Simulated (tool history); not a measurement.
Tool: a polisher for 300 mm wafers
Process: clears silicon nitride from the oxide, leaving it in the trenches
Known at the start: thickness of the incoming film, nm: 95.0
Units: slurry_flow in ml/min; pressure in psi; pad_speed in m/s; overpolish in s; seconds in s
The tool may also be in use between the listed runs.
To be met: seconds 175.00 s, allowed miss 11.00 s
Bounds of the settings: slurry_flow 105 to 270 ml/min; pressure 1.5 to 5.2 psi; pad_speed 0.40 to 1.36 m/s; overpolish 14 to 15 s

run,hour,slurry_flow,pressure,pad_speed,overpolish,seconds
1,0.0,175,3.3,0.88,14,129.80
2,4.7,175,3.2,0.88,14,129.15
3,10.6,175,3.2,0.88,14,129.65
4,13.6,175,3.1,0.88,14,136.52
5,18.1,175,3.1,0.88,14,133.03
6,25.3,150,3.1,0.88,14,136.72
7,32.7,150,3.0,0.88,14,139.81
8,40.8,150,2.9,0.88,14,145.22
9,46.8,150,2.8,0.88,14,154.46

Which of these 5 next moves meets every target?
A,52.8,155,2.6,0.80,15,?
B,52.8,145,2.6,0.92,14,?
C,52.8,160,2.3,0.80,15,?
D,52.8,215,3.4,0.82,14,?
E,52.8,165,3.0,0.82,15,?

move,seconds
A,173.73
B,152.93
C,192.61
D,128.84
E,148.36
A: meets every target
B: further off than the last run
C: takes the result that was furthest off past its target
D: further off than the last run
E: further off than the last run
Answer: A
